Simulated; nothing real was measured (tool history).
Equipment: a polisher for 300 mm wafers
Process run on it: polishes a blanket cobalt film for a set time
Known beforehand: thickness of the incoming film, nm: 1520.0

run  hour  flow of slurry (ml/min)  pressure of the wafer on the pad (psi)  speed of the pad under the wafer (m/s)  polishing time (s)  film removed (nm)
  1     0                      165                                     1.8                                     1.1                  30             156.26
  2   5.1                      165                                     1.8                                    0.98                  30             140.79
  3   6.4                      165                                     1.8                                    1.26                  30              179.9
  4   7.6                      165                                     1.6                                    1.16                  30             146.47
  5    16                      165                                     1.6                                    1.16                  27             131.92
  6  18.7                      165                                     1.6                                    1.16                  27             135.58

The next listed run, before its measurement:
  7  24.3                      165                                     1.4                                    1.12                  27                  ?

{"run 7": {"film removed (nm)": 109.11}}
